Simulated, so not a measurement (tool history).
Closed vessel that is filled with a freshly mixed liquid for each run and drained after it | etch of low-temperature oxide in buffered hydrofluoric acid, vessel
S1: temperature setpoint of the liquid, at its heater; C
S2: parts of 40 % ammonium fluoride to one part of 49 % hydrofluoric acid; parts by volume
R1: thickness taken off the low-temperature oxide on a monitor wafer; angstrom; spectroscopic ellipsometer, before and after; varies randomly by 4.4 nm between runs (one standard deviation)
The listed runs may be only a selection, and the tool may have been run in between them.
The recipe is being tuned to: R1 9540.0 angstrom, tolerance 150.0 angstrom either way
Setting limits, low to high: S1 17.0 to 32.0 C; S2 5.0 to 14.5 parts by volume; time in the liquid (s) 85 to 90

{"run": 1, "hour": 0.0, "S1": 24.0, "S2": 9.0, "time in the liquid (s)": 85, "R1": 5486.0}
{"run": 2, "hour": 6.0, "S1": 24.0, "S2": 8.0, "time in the liquid (s)": 85, "R1": 6164.9}
{"run": 3, "hour": 12.3, "S1": 25.5, "S2": 8.0, "time in the liquid (s)": 85, "R1": 6736.8}
{"run": 4, "hour": 21.3, "S1": 23.0, "S2": 8.0, "time in the liquid (s)": 85, "R1": 5886.9}
{"run": 5, "hour": 28.5, "S1": 25.0, "S2": 8.0, "time in the liquid (s)": 85, "R1": 6527.4}
{"run": 6, "hour": 35.6, "S1": 23.0, "S2": 8.0, "time in the liquid (s)": 85, "R1": 5860.4}
{"run": 7, "hour": 40.8, "S1": 25.0, "S2": 8.0, "time in the liquid (s)": 85, "R1": 6573.2}
{"run": 8, "hour": 49.6, "S1": 26.5, "S2": 8.0, "time in the liquid (s)": 85, "R1": 7101.8}
{"run": 9, "hour": 52.0, "S1": 27.5, "S2": 8.0, "time in the liquid (s)": 85, "R1": 7493.2}
{"run": 10, "hour": 61.2, "S1": 31.5, "S2": 8.0, "time in the liquid (s)": 85, "R1": 9228.7}

Which single option among these 4 for the next run brings every result within its allowed miss of target? Just one does.
{"run": "A", "hour": 70.4, "S1": 32.0, "S2": 8.0, "time in the liquid (s)": 90, "R1": "?"}
{"run": "B", "hour": 70.4, "S1": 31.0, "S2": 8.0, "time in the liquid (s)": 90, "R1": "?"}
{"run": "C", "hour": 70.4, "S1": 30.0, "S2": 7.0, "time in the liquid (s)": 85, "R1": "?"}
{"run": "D", "hour": 70.4, "S1": 31.5, "S2": 8.0, "time in the liquid (s)": 90, "R1": "?"}

move=A R1=10031.0
move=B R1=9523.7
move=C R1=9859.8
move=D R1=9774.3
A: the result that was furthest off in the last run now lies on the other side of its target
B: all results land within tolerance of their targets
C: the result that was furthest off in the last run now lies on the other side of its target
D: the result that was furthest off in the last run now lies on the other side of its target
The right move is B.
